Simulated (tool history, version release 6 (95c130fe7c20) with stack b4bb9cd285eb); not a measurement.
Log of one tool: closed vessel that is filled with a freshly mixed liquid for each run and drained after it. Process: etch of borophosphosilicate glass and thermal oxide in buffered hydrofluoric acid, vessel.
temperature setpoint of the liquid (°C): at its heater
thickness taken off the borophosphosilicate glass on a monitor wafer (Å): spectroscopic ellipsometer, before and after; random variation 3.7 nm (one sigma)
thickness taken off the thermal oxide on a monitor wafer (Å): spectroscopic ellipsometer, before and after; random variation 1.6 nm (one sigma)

run    day  temperature setpoint of the liquid (°C)  parts of 40 % ammonium fluoride to one part of 49 % hydrofluoric acid (parts by volume)  time in the liquid (s)  thickness taken off the borophosphosilicate glass on a monitor wafer (Å)  thickness taken off the thermal oxide on a monitor wafer (Å)
  1  0.000                                     24.0                                                                                      7.0                      60                                                                    1691.9                                                        906.68
  2  0.308                                     24.0                                                                                      9.0                      60                                                                    1284.2                                                        699.63
  3  0.533                                     26.5                                                                                      7.5                      65                                                                    1931.8                                                       1064.80
  4  0.725                                     28.0                                                                                      6.5                      70                                                                    2624.5                                                       1422.10
  5  0.775                                     28.0                                                                                      5.0                      70                                                                    3306.6                                                       1791.30
  6  1.029                                     28.0                                                                                      6.0                      70                                                                    2817.5                                                       1509.30

Run 7 comes next. What will it give?
  7  1.150                                     28.0                                                                                      6.0                      70                                                                         ?                                                             ?

thickness taken off the borophosphosilicate glass on a monitor wafer (Å): 2773.9
thickness taken off the thermal oxide on a monitor wafer (Å): 1517.90
